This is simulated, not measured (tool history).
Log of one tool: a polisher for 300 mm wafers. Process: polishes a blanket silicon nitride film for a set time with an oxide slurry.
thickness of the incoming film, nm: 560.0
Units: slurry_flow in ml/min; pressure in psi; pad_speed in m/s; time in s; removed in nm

run	day	slurry_flow	pressure	pad_speed	slurry_solids	time	removed
1	0	255	2.6	1.42	1	56	28.575
2	0.071	255	2.6	1.42	1	56	27.797
3	0.371	255	2.6	1.42	1.2	56	31.907
4	0.633	255	2.7	1.42	1.2	56	32.488
5	0.975	255	3.3	1.42	1.2	56	37.568
6	1.062	255	3.3	1.42	1.4	56	42.215

The next listed run, before its measurement:
7	1.362	255	3.2	1.42	1.4	56	?

Run 7 gave removed 40.929 nm.

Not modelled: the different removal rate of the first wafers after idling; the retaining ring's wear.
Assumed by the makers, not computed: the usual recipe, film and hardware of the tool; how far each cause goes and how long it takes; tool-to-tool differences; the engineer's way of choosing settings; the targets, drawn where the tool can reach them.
